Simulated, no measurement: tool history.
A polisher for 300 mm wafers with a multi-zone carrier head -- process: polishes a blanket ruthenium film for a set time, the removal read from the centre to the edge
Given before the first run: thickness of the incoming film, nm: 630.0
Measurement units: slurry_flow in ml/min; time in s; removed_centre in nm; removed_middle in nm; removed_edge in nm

{"run": 1, "hour": 0.0, "slurry_flow": 140, "centre_zone": 1.0, "middle_zone": 1.0, "edge_zone": 1.0, "time": 48, "removed_centre": 43.306, "removed_middle": 44.433, "removed_edge": 44.54}
{"run": 2, "hour": 1.5, "slurry_flow": 150, "centre_zone": 1.02, "middle_zone": 0.99, "edge_zone": 1.05, "time": 52, "removed_centre": 48.794, "removed_middle": 48.016, "removed_edge": 49.216}
{"run": 3, "hour": 10.3, "slurry_flow": 175, "centre_zone": 1.02, "middle_zone": 0.99, "edge_zone": 1.05, "time": 52, "removed_centre": 51.376, "removed_middle": 49.129, "removed_edge": 50.774}
{"run": 4, "hour": 14.2, "slurry_flow": 175, "centre_zone": 1.02, "middle_zone": 0.99, "edge_zone": 1.05, "time": 57, "removed_centre": 55.939, "removed_middle": 54.464, "removed_edge": 54.72}
{"run": 5, "hour": 17.7, "slurry_flow": 175, "centre_zone": 1.02, "middle_zone": 0.99, "edge_zone": 1.05, "time": 46, "removed_centre": 44.808, "removed_middle": 43.994, "removed_edge": 45.07}
{"run": 6, "hour": 22.7, "slurry_flow": 150, "centre_zone": 1.02, "middle_zone": 0.99, "edge_zone": 1.05, "time": 46, "removed_centre": 43.544, "removed_middle": 43.082, "removed_edge": 43.816}
{"run": 7, "hour": 27.9, "slurry_flow": 165, "centre_zone": 1.01, "middle_zone": 0.98, "edge_zone": 1.09, "time": 51, "removed_centre": 49.524, "removed_middle": 47.521, "removed_edge": 50.802}
{"run": 8, "hour": 36.2, "slurry_flow": 175, "centre_zone": 1.01, "middle_zone": 0.99, "edge_zone": 1.12, "time": 53, "removed_centre": 51.408, "removed_middle": 50.858, "removed_edge": 53.211}

Expected results for the next run?
{"run": 9, "hour": 42.7, "slurry_flow": 180, "centre_zone": 1.01, "middle_zone": 0.98, "edge_zone": 1.14, "time": 55, "removed_centre": "?", "removed_middle": "?", "removed_edge": "?"}

Logged for run 9: removed_centre 53.089 nm, removed_middle 52.799 nm, removed_edge 56.001 nm.
